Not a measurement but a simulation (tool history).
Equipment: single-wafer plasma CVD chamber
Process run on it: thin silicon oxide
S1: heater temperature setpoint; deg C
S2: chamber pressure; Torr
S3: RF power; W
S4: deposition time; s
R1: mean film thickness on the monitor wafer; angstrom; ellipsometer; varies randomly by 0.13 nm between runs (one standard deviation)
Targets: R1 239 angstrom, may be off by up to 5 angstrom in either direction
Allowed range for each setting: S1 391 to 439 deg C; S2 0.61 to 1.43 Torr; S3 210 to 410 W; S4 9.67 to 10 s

run	hour	S1	S2	S3	S4	R1
1	0	415	1.02	310	9.67	214.62
2	6.3	415	1.07	310	9.67	220.48
3	8.9	415	1.07	270	9.67	208.94
4	9.5	415	1.07	240	9.67	199.23
5	17.8	415	1.15	240	9.67	207.4
6	19.6	415	1.23	245	9.67	217.08
7	20.5	415	1.41	250	9.69	228.79
8	21.8	415	1.43	280	9.82	246.99
9	24.2	415	1.41	280	9.82	245.59

Of the 5 settings listed for the next run, only one would bring every result within its allowed miss of target. Which one?
A	26.6	412	1.42	295	9.92	?
B	26.6	391	1.36	235	9.75	?
C	26.6	415	1.42	265	9.79	?
D	26.6	411	1.36	250	9.73	?
E	26.6	402	1.3	305	9.84	?

move	R1
A	254.29
B	228.08
C	240.34
D	230.41
E	249.06
A: its largest miss is bigger than the last run's
B: takes the biggest miss from the last run beyond its target
C: every result lands within tolerance
D: takes the biggest miss from the last run beyond its target
E: its largest miss is bigger than the last run's
So the answer is move C, the one that meets all the targets.

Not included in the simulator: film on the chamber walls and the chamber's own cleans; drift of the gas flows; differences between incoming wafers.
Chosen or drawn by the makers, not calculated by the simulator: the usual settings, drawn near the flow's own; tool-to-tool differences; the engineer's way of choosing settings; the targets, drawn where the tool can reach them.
